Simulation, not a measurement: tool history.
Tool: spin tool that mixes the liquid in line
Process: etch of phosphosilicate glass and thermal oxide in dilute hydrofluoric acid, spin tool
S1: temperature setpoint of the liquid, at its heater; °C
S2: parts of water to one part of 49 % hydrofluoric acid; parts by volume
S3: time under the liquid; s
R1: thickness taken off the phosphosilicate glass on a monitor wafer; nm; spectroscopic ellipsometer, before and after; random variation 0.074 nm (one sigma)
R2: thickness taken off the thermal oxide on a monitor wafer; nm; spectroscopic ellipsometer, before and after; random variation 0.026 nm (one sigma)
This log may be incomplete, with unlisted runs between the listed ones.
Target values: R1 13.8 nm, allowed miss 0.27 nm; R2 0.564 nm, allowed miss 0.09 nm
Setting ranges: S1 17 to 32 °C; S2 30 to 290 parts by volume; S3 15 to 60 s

Run 1, hour 0: S1 24 °C, S2 160 parts by volume, S3 30 s. Result: R1 20.08 nm, R2 0.83416 nm.
Run 2, hour 7.7: S1 24 °C, S2 160 parts by volume, S3 40 s. Result: R1 26.705 nm, R2 1.0936 nm.
Run 3, hour 14.8: S1 24 °C, S2 160 parts by volume, S3 45 s. Result: R1 29.747 nm, R2 1.1894 nm.
Run 4, hour 17.4: S1 24 °C, S2 160 parts by volume, S3 40 s. Result: R1 26.614 nm, R2 1.1594 nm.
Run 5, hour 24.4: S1 22 °C, S2 175 parts by volume, S3 40 s. Result: R1 22.193 nm, R2 0.90186 nm.
Run 6, hour 27.5: S1 21 °C, S2 185 parts by volume, S3 40 s. Result: R1 19.906 nm, R2 0.79338 nm.
Run 7, hour 32.2: S1 20 °C, S2 195 parts by volume, S3 40 s. Result: R1 17.979 nm, R2 0.76064 nm.
Run 8, hour 39: S1 19.5 °C, S2 200 parts by volume, S3 40 s. Result: R1 17.31 nm, R2 0.71944 nm.
Run 9, hour 42.8: S1 19 °C, S2 205 parts by volume, S3 40 s. Result: R1 16.425 nm, R2 0.69164 nm.

Consider the 4 candidate settings below. Which is the only one whose results all fall within their allowed miss of target?
Run A, hour 46.6: S1 18 °C, S2 180 parts by volume, S3 30 s. Result: R1 ?, R2 ?.
Run B, hour 46.6: S1 22 °C, S2 195 parts by volume, S3 30 s. Result: R1 ?, R2 ?.
Run C, hour 46.6: S1 28 °C, S2 170 parts by volume, S3 20 s. Result: R1 ?, R2 ?.
Run D, hour 46.6: S1 21.5 °C, S2 195 parts by volume, S3 30 s. Result: R1 ?, R2 ?.

move      R1       R2
   A  13.704  0.58445
   B   14.56  0.62098
   C  14.298  0.60981
   D  14.286  0.60929
A: all results land within tolerance of their targets
B: better than the last run, though not everything is in spec
C: better than the last run, though not everything is in spec
D: better than the last run, though not everything is in spec
A is the move that brings every result within its allowed miss.
